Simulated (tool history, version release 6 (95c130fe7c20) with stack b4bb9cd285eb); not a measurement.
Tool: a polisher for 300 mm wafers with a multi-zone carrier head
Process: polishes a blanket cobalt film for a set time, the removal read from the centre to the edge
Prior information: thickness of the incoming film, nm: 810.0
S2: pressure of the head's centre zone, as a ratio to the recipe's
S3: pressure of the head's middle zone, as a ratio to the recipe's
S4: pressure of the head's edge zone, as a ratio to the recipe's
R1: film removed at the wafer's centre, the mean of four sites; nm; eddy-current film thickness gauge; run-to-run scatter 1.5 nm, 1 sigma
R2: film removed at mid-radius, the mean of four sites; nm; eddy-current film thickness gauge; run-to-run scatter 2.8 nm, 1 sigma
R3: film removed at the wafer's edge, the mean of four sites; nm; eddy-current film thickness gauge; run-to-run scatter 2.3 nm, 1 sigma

run 1 hour=0.0 | flow_of_slurry_(ml/min)=235 S2=1.00 S3=1.00 S4=1.00 polishing_time_(s)=83 | R1=236.83 R2=228.72 R3=217.99
run 2 hour=4.7 | flow_of_slurry_(ml/min)=235 S2=1.00 S3=1.00 S4=0.93 polishing_time_(s)=83 | R1=235.37 R2=228.88 R3=210.36
run 3 hour=11.2 | flow_of_slurry_(ml/min)=225 S2=0.98 S3=1.00 S4=0.90 polishing_time_(s)=82 | R1=225.54 R2=229.74 R3=203.16
run 4 hour=17.6 | flow_of_slurry_(ml/min)=220 S2=0.96 S3=0.98 S4=0.88 polishing_time_(s)=81 | R1=219.48 R2=225.12 R3=202.99
run 5 hour=21.3 | flow_of_slurry_(ml/min)=215 S2=0.95 S3=0.98 S4=0.87 polishing_time_(s)=79 | R1=209.83 R2=212.73 R3=195.05
-- hour=29.4 edge zone pressure recalibrated
run 6 hour=29.4 | flow_of_slurry_(ml/min)=210 S2=0.94 S3=0.99 S4=0.86 polishing_time_(s)=79 | R1=209.82 R2=215.15 R3=205.17

Run 7, settings as shown, results not yet in. Your forecast:
run 7 hour=35.5 | flow_of_slurry_(ml/min)=225 S2=0.94 S3=0.99 S4=0.85 polishing_time_(s)=78 | R1=? R2=? R3=?

{"run 7": {"R1": 205.22, "R2": 220.38, "R3": 205.3}}
